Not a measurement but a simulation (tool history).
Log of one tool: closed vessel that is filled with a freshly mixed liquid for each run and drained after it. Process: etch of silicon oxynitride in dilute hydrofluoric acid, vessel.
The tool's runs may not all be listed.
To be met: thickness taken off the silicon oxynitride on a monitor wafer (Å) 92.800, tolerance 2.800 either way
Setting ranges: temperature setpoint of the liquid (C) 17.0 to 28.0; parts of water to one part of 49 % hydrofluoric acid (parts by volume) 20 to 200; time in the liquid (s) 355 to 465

run,hour,temperature setpoint of the liquid (C),parts of water to one part of 49 % hydrofluoric acid (parts by volume),time in the liquid (s),thickness taken off the silicon oxynitride on a monitor wafer (Å)
1,0.0,20.0,110,465,55.468
2,8.2,21.5,105,465,62.586
3,16.1,20.0,105,465,58.112
4,19.4,20.0,80,465,79.158
5,24.4,20.0,100,465,62.417
6,32.0,21.5,100,465,67.196
7,37.8,25.5,95,465,85.226
8,40.8,26.0,95,465,87.286
9,41.9,26.5,95,465,89.079

Exercise: of the 4 proposed moves below, exactly one satisfies all targets within the stated allowed misses. Which move is it?
A,43.0,28.0,80,355,?
B,43.0,23.5,65,375,?
C,43.0,26.5,90,430,?
D,43.0,28.0,100,450,?

move,thickness taken off the silicon oxynitride on a monitor wafer (Å)
A,89.070
B,94.836
C,88.611
D,88.599
A: as far off as the last run
B: all results land within tolerance of their targets
C: the biggest miss grows against the last run
D: the biggest miss grows against the last run
B meets every target.

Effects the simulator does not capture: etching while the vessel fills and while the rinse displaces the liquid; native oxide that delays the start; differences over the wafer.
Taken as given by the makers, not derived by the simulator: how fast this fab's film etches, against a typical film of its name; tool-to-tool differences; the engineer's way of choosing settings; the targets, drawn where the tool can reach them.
